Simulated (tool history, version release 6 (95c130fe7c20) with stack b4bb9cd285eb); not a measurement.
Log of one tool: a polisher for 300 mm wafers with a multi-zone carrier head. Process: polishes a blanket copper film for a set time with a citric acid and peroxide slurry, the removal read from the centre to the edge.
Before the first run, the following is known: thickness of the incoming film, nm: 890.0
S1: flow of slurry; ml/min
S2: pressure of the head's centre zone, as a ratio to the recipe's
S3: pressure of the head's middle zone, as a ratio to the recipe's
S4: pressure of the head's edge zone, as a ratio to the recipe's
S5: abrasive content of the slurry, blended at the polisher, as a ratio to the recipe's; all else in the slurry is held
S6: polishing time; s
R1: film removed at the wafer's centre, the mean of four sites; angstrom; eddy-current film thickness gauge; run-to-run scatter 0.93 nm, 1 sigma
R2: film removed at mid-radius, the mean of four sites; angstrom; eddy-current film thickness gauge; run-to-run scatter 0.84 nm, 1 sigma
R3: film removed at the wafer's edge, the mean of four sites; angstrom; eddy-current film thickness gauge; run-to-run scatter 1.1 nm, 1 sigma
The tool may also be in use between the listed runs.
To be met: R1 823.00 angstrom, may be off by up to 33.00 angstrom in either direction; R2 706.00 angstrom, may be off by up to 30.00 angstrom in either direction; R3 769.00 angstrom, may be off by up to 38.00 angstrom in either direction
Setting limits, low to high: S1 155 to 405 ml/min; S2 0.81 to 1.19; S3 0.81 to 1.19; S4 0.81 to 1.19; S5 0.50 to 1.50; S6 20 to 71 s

run,day,S1,S2,S3,S4,S5,S6,R1,R2,R3
1,0.000,260,1.00,1.00,1.00,1.00,45,1153.20,1084.20,1105.30
2,0.196,260,1.00,0.97,0.98,0.90,43,1075.80,1003.60,1054.20
3,0.404,315,1.00,0.97,0.98,0.90,43,1094.50,1016.70,1081.00
4,0.479,315,1.00,0.91,0.98,0.90,43,1094.50,977.74,1037.70
5,0.779,310,1.00,0.89,0.96,0.85,41,1027.20,911.33,998.31
6,0.979,310,1.02,0.90,0.94,0.80,38,938.73,841.21,876.22
7,1.262,305,1.02,0.88,0.94,0.75,38,950.57,825.98,869.80
8,1.346,290,0.95,0.81,0.92,0.50,34,737.88,639.24,729.32
9,1.629,295,0.97,0.82,0.93,0.50,34,737.34,634.13,723.33
10,1.875,295,0.98,0.83,0.93,0.55,34,758.70,664.84,750.68
11,2.112,295,1.00,0.84,0.93,0.55,34,773.63,654.50,743.93
12,2.179,300,1.01,0.85,0.93,0.55,34,808.70,667.67,743.62

Which of these 4 next moves meets every target?
A,2.246,285,1.02,0.87,0.94,0.85,33,?,?,?
B,2.246,305,1.06,0.87,0.92,0.50,33,?,?,?
C,2.246,295,1.02,1.02,0.89,0.60,31,?,?,?
D,2.246,315,1.01,0.88,0.88,0.55,31,?,?,?

move,R1,R2,R3
A,850.14,722.12,787.13
B,814.26,664.75,716.28
C,755.57,721.64,679.41
D,742.36,641.58,670.94
A: meets every target
B: misses by more than the last run did
C: the worst result of the last run now meets its target, but another is out of spec
D: misses by more than the last run did
The move that meets every target is A.
